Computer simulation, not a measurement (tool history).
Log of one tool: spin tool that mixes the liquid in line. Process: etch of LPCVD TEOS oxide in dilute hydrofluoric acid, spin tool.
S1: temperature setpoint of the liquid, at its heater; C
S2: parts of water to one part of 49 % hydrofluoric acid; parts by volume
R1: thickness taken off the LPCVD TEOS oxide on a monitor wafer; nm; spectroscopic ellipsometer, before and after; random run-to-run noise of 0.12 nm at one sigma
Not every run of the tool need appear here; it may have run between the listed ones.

{"run": 1, "hour": 0.0, "S1": 22.0, "S2": 205, "time under the liquid (s)": 160, "R1": 11.127}
{"run": 2, "hour": 8.4, "S1": 23.0, "S2": 205, "time under the liquid (s)": 160, "R1": 11.573}
{"run": 3, "hour": 9.3, "S1": 23.5, "S2": 205, "time under the liquid (s)": 160, "R1": 11.827}
{"run": 4, "hour": 13.2, "S1": 24.0, "S2": 205, "time under the liquid (s)": 160, "R1": 11.921}
{"run": 5, "hour": 19.4, "S1": 20.5, "S2": 205, "time under the liquid (s)": 160, "R1": 10.582}
{"run": 6, "hour": 28.0, "S1": 21.5, "S2": 205, "time under the liquid (s)": 160, "R1": 10.932}
{"hour": 32.7, "done": "thermometer replaced"}
{"run": 7, "hour": 32.7, "S1": 22.5, "S2": 205, "time under the liquid (s)": 160, "R1": 10.558}
{"run": 8, "hour": 34.7, "S1": 23.0, "S2": 200, "time under the liquid (s)": 160, "R1": 11.098}
{"run": 9, "hour": 39.4, "S1": 23.5, "S2": 190, "time under the liquid (s)": 160, "R1": 12.058}

Run 10 has not been measured yet. What should we expect?
{"run": 10, "hour": 41.4, "S1": 24.0, "S2": 185, "time under the liquid (s)": 160, "R1": "?"}

R1: 12.668 nm

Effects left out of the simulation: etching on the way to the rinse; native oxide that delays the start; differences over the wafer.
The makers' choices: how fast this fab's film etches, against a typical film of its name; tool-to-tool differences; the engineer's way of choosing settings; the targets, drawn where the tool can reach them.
